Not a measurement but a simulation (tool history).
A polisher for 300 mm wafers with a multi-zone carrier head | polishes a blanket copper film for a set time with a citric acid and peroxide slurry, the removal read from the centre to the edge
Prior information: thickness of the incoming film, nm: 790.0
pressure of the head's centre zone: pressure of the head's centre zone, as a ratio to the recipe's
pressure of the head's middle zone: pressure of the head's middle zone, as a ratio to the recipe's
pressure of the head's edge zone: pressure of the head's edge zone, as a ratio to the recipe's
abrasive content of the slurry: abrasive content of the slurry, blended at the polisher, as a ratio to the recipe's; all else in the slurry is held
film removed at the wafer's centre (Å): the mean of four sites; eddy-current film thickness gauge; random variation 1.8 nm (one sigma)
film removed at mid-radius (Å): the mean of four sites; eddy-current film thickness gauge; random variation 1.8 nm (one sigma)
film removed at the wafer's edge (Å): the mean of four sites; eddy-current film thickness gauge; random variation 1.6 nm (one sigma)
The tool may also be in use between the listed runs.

| run | hour | flow of slurry (ml/min) | pressure of the head's centre zone | pressure of the head's middle zone | pressure of the head's edge zone | abrasive content of the slurry | polishing time (s) | film removed at the wafer's centre (Å) | film removed at mid-radius (Å) | film removed at the wafer's edge (Å) |
|---|---|---|---|---|---|---|---|---|---|---|
| 1 | 0.0 | 245 | 1.00 | 1.00 | 1.00 | 1.00 | 73 | 2943.8 | 2938.9 | 2934.5 |
| 2 | 2.5 | 200 | 1.00 | 1.00 | 1.00 | 1.00 | 73 | 2887.3 | 2852.8 | 2861.3 |
| 3 | 10.5 | 195 | 0.99 | 0.99 | 0.97 | 0.90 | 68 | 2580.8 | 2596.4 | 2603.0 |
| 4 | 15.6 | 195 | 0.99 | 0.99 | 0.97 | 0.90 | 86 | 3259.8 | 3325.8 | 3336.9 |
| 5 | 23.2 | 195 | 0.99 | 0.99 | 0.95 | 0.80 | 77 | 2803.6 | 2924.9 | 2835.0 |
| 6 | 28.3 | 195 | 0.99 | 0.96 | 0.95 | 0.80 | 77 | 2875.6 | 2814.4 | 2800.1 |

The next listed run, before its measurement:
| 7 | 30.0 | 200 | 0.90 | 0.93 | 0.85 | 0.55 | 56 | ? | ? | ? |

{"run 7": {"film removed at the wafer's centre (Å)": 1801.4, "film removed at mid-radius (Å)": 1913.0, "film removed at the wafer's edge (Å)": 1864.4}}
